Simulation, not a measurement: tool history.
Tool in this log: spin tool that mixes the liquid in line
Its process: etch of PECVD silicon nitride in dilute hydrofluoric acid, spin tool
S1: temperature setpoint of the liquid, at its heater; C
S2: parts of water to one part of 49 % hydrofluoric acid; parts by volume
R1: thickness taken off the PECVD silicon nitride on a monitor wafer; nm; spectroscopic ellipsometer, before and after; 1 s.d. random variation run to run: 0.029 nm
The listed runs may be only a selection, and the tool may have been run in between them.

{"run": 1, "hour": 0.0, "S1": 23, "S2": 240, "time under the liquid (s)": 315, "R1": 7.1941}
{"run": 2, "hour": 1.9, "S1": 21, "S2": 240, "time under the liquid (s)": 315, "R1": 6.3847}
{"run": 3, "hour": 7.6, "S1": 21, "S2": 320, "time under the liquid (s)": 315, "R1": 4.763}
{"run": 4, "hour": 12.8, "S1": 21, "S2": 370, "time under the liquid (s)": 315, "R1": 4.1602}
{"run": 5, "hour": 15.0, "S1": 18, "S2": 370, "time under the liquid (s)": 315, "R1": 3.4778}
{"run": 6, "hour": 20.3, "S1": 17, "S2": 370, "time under the liquid (s)": 315, "R1": 3.2054}
{"run": 7, "hour": 25.0, "S1": 17, "S2": 375, "time under the liquid (s)": 315, "R1": 3.1583}
{"run": 8, "hour": 33.4, "S1": 17, "S2": 380, "time under the liquid (s)": 315, "R1": 3.1914}

Run 9 comes next. What will it give?
{"run": 9, "hour": 36.0, "S1": 17, "S2": 385, "time under the liquid (s)": 315, "R1": "?"}

{"run 9": {"R1": 3.1347}}
